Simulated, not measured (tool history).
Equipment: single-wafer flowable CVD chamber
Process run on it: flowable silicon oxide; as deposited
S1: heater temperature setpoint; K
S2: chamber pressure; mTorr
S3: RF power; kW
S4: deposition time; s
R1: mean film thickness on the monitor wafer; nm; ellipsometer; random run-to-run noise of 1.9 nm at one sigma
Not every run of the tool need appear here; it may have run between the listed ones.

run  hour      S1   S2     S3   S4      R1
  1     0  368.15  782  2.125  344  221.06
  2   8.2  368.15  782  2.125  344  221.37
  3  14.5  368.15  706  2.125  344  198.59
  4  22.2  368.15  706  2.255  344  200.12
  5  29.8  368.15  768  2.255  344  218.49
  6  33.9  368.15  643  2.255  344  182.51
  7  35.8  356.15  647  2.255  344  286.71
  8    40  356.15  647  2.255  344  284.82
  9  45.5  356.15  647  2.255  344  285.22
 10  50.2  355.15  647  2.255  344  293.22
 11  52.4  353.15  647  2.255  344  309.52

Predict the results of run 12:
 12  55.6  352.15  647  2.255  344   ?

{"run 12": {"R1": 321.57}}

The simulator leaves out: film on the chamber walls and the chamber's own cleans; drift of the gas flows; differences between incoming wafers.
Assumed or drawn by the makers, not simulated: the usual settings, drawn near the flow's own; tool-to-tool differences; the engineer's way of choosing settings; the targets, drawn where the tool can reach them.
